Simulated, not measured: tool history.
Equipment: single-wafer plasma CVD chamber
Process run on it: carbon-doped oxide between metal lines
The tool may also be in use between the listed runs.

run  hour  heater temperature setpoint (deg C)  chamber pressure (mTorr)  RF power (W)  deposition time (s)  mean film thickness on the monitor wafer (angstrom)
  1     0                                  360                      5870           660                 21.3                                               1398.9
  2   3.2                                  360                      4980           660                 21.3                                               1368.7
  3   6.2                                  360                      5750           660                 21.3                                               1397.2
  4   8.4                                  360                      5750           660                   22                                               1428.6
  5  15.5                                  360                      5750           605                   22                                               1361.4
  6  19.9                                  354                      5750           605                   22                                               1382.5
  7    25                                  350                      6320           630                   22                                               1447.6
  8  25.7                                  347                      6750           645                   22                                               1485.9
  9  30.2                                  345                      7040           660                   22                                               1538.4
 10  37.6                                  343                      7270           665                   22                                               1545.6
 11  39.4                                  342                      7450           670                   22                                               1564.3

Forecast run 12:
 12  46.2                                  341                      7570           675                   22                                                    ?

Run 12 came out at mean film thickness on the monitor wafer (angstrom) 1578.2.
